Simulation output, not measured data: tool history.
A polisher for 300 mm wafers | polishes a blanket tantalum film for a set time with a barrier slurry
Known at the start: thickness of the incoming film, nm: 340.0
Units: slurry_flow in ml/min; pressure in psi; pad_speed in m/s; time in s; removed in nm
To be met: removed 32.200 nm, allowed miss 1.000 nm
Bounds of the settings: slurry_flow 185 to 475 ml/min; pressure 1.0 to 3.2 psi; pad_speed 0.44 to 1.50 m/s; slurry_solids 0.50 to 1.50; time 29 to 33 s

| run | hour | slurry_flow | pressure | pad_speed | slurry_solids | time | removed |
|---|---|---|---|---|---|---|---|
| 1 | 0.0 | 305 | 2.1 | 0.96 | 1.00 | 33 | 48.661 |
| 2 | 9.0 | 305 | 1.9 | 0.96 | 1.00 | 33 | 45.452 |
| 3 | 17.9 | 305 | 1.7 | 0.96 | 1.00 | 33 | 40.492 |
| 4 | 22.9 | 305 | 1.7 | 0.96 | 1.20 | 33 | 42.627 |
|  | 30.2 | slurry nozzle cleaned |
| 5 | 30.2 | 305 | 1.7 | 0.96 | 1.35 | 33 | 45.644 |
| 6 | 35.3 | 305 | 1.5 | 0.96 | 1.35 | 33 | 40.525 |
| 7 | 42.6 | 305 | 1.4 | 0.96 | 1.35 | 33 | 37.885 |
| 8 | 46.3 | 305 | 1.3 | 0.96 | 1.35 | 33 | 35.549 |

Which of these 4 next moves meets every target?
| A | 50.0 | 415 | 1.5 | 0.98 | 1.50 | 33 | ? |
| B | 50.0 | 330 | 1.2 | 0.92 | 1.40 | 33 | ? |
| C | 50.0 | 385 | 1.0 | 1.02 | 1.20 | 33 | ? |
| D | 50.0 | 330 | 1.2 | 0.96 | 1.35 | 30 | ? |

| move | removed |
|---|---|
| A | 42.955 |
| B | 32.172 |
| C | 28.174 |
| D | 29.806 |
A: further off than the last run
B: meets every target
C: takes the result that was furthest off past its target
D: takes the result that was furthest off past its target
The right move is B.
